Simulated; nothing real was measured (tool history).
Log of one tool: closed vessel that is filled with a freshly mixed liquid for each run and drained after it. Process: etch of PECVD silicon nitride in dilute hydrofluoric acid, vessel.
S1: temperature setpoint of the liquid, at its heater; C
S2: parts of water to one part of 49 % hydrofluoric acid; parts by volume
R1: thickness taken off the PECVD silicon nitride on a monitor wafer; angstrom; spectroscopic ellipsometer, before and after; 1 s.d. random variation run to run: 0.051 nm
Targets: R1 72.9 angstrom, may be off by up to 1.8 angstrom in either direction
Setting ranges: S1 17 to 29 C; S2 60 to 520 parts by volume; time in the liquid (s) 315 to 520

run 1 hour=0 | S1=21 S2=290 time_in_the_liquid_(s)=520 | R1=39.355
run 2 hour=1.8 | S1=23 S2=280 time_in_the_liquid_(s)=520 | R1=46.09
run 3 hour=3.7 | S1=24.5 S2=275 time_in_the_liquid_(s)=520 | R1=51.816
run 4 hour=12.5 | S1=24.5 S2=275 time_in_the_liquid_(s)=520 | R1=52.298
run 5 hour=20.1 | S1=25.5 S2=275 time_in_the_liquid_(s)=520 | R1=55.193
run 6 hour=23.3 | S1=25.5 S2=275 time_in_the_liquid_(s)=315 | R1=33.704
run 7 hour=29.9 | S1=26 S2=230 time_in_the_liquid_(s)=315 | R1=41.357
run 8 hour=36.7 | S1=26.5 S2=190 time_in_the_liquid_(s)=365 | R1=58.879
run 9 hour=44.4 | S1=27 S2=180 time_in_the_liquid_(s)=365 | R1=64.656

Consider the 5 candidate settings below. Which is the only one whose results all fall within their allowed miss of target?
run A hour=52.1 | S1=25.5 S2=240 time_in_the_liquid_(s)=500 | R1=?
run B hour=52.1 | S1=25 S2=230 time_in_the_liquid_(s)=470 | R1=?
run C hour=52.1 | S1=25 S2=190 time_in_the_liquid_(s)=490 | R1=?
run D hour=52.1 | S1=29 S2=295 time_in_the_liquid_(s)=485 | R1=?
run E hour=52.1 | S1=29 S2=240 time_in_the_liquid_(s)=460 | R1=?

move=A R1=59.714
move=B R1=56.773
move=C R1=71.577
move=D R1=58.089
move=E R1=67.98
A: the biggest miss grows against the last run
B: the biggest miss grows against the last run
C: each result inside its tolerance
D: the biggest miss grows against the last run
E: better than the last run, though not everything is in spec
So the answer is move C, the one that meets all the targets.

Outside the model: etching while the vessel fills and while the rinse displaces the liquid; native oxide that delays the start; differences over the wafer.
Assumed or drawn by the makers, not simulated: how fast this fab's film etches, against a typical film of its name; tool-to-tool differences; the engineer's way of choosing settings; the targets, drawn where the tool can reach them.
